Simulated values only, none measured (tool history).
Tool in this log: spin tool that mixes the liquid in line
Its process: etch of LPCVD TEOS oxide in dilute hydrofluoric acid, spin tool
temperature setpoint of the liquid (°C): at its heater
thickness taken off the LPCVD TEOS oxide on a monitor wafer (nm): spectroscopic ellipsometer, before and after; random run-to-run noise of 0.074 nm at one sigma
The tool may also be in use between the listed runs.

run	day	temperature setpoint of the liquid (°C)	parts of water to one part of 49 % hydrofluoric acid (parts by volume)	time under the liquid (s)	thickness taken off the LPCVD TEOS oxide on a monitor wafer (nm)
1	0	25	215	100	7.4311
2	0.121	26.5	215	100	7.8349
3	0.254	26.5	215	75	5.8554
4	0.504	26.5	150	75	9.1202
5	0.558	26.5	150	75	9.0303
6	0.767	27.5	135	75	10.793
7	1.108	29	135	75	11.314
8	1.392	30	135	75	11.638

Expected results for the next run?
9	1.546	30.5	130	75	?

{"run 9": {"thickness taken off the LPCVD TEOS oxide on a monitor wafer (nm)": 12.509}}

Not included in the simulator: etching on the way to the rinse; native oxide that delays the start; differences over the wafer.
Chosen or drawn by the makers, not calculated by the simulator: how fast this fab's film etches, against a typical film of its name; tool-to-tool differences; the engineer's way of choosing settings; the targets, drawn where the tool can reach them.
